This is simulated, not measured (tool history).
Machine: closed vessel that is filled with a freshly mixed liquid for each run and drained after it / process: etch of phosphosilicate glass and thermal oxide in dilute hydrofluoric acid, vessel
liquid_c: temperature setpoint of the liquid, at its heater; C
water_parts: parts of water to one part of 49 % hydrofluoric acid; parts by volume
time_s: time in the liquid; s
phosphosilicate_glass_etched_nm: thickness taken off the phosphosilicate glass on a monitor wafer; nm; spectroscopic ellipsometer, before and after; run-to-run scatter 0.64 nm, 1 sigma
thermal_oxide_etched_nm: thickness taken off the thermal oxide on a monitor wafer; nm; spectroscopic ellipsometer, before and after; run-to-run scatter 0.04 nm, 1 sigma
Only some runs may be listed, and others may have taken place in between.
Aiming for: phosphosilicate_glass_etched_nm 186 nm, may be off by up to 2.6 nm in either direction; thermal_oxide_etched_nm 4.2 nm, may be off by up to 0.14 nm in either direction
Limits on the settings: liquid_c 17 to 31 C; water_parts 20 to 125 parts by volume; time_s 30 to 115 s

run	hour	liquid_c	water_parts	time_s	phosphosilicate_glass_etched_nm	thermal_oxide_etched_nm
1	0	23	70	60	173.73	3.9367
2	2.3	24	70	60	181.56	4.0984
3	9.4	24	60	60	214.18	4.8617
4	14.9	23.5	60	60	209.21	4.7803
5	17.8	23	60	60	205.41	4.5888
6	20	23	45	60	279.46	6.3629
7	25.3	23	45	60	280.89	6.3849
8	30.9	19	60	60	174.83	3.9379
9	31.5	20	60	60	181.5	4.1215

Which single option among these 5 for the next run brings every result within its allowed miss of target? Just one does.
A	32.1	22	90	85	?	?
B	32.1	17	50	55	?	?
C	32.1	21	70	70	?	?
D	32.1	23.5	100	90	?	?
E	32.1	23.5	110	100	?	?

move	phosphosilicate_glass_etched_nm	thermal_oxide_etched_nm
A	178.86	4.06
B	176.78	4.0129
C	186.15	4.2255
D	178.88	4.0604
E	178.52	4.0524
A: the biggest miss grows against the last run
B: the biggest miss grows against the last run
C: in spec on every target
D: the biggest miss grows against the last run
E: the biggest miss grows against the last run
Go with C: it meets all targets.
